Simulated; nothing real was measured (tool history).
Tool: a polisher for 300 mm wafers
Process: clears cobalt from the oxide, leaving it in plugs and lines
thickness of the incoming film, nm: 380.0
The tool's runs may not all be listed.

| run | day | flow of slurry (ml/min) | pressure of the wafer on the pad (kPa) | speed of the pad under the wafer (cm/s) | overpolish time after the end point (s) | time until the end point was called (s) | dishing of a wide line in a test structure (angstrom) |
|---|---|---|---|---|---|---|---|
| 1 | 0 | 245 | 11.7 | 118 | 11 | 75.737 | 418.61 |
| 2 | 0.05 | 245 | 13.1 | 118 | 11 | 68.71 | 450.26 |
| 3 | 0.425 | 245 | 13.1 | 118 | 12 | 66.386 | 479.15 |
| 4 | 0.583 | 245 | 11 | 118 | 12 | 80.056 | 422.79 |
| 5 | 0.688 | 245 | 13.1 | 118 | 12 | 66.461 | 477.03 |
| 6 | 0.904 | 245 | 13.1 | 118 | 10 | 67.42 | 419.49 |

Forecast run 7:
| 7 | 1.15 | 245 | 12.4 | 120 | 12 | ? | ? |

time until the end point was called (s): 70.418
dishing of a wide line in a test structure (angstrom): 469.36

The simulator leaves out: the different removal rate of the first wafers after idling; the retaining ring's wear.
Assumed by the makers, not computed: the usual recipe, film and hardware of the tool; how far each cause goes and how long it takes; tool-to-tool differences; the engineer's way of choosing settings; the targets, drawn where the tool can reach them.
